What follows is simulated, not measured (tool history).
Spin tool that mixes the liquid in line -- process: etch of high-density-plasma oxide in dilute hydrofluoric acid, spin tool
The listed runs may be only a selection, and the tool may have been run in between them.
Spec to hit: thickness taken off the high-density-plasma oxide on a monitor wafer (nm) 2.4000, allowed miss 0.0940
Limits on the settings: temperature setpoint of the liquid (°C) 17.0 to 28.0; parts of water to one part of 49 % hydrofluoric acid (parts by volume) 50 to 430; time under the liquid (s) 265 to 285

run  hour  temperature setpoint of the liquid (°C)  parts of water to one part of 49 % hydrofluoric acid (parts by volume)  time under the liquid (s)  thickness taken off the high-density-plasma oxide on a monitor wafer (nm)
  1   0.0                                     20.0                                                                     240                        265                                                                     4.2683
  2   2.6                                     19.5                                                                     260                        265                                                                     3.7195
  3   7.5                                     17.0                                                                     260                        265                                                                     3.4073
  4  14.0                                     17.0                                                                     275                        265                                                                     3.1357
  5  22.4                                     17.0                                                                     285                        265                                                                     3.0445
  6  25.3                                     17.0                                                                     295                        265                                                                     2.9333
  7  26.1                                     17.0                                                                     305                        265                                                                     2.7908
  8  34.4                                     17.0                                                                     310                        265                                                                     2.7440

Which single option among these 4 for the next run brings every result within its allowed miss of target? Just one does.
  A  42.7                                     17.5                                                                     285                        285                                                                          ?
  B  42.7                                     17.5                                                                     360                        275                                                                          ?
  C  42.7                                     17.0                                                                     305                        265                                                                          ?
  D  42.7                                     17.0                                                                     315                        285                                                                          ?

move  thickness taken off the high-density-plasma oxide on a monitor wafer (nm)
   A                                                                     3.4178
   B                                                                     2.4532
   C                                                                     2.8651
   D                                                                     2.9589
A: its largest miss is bigger than the last run's
B: all results in spec
C: its largest miss is bigger than the last run's
D: its largest miss is bigger than the last run's
B is the move that brings every result within its allowed miss.

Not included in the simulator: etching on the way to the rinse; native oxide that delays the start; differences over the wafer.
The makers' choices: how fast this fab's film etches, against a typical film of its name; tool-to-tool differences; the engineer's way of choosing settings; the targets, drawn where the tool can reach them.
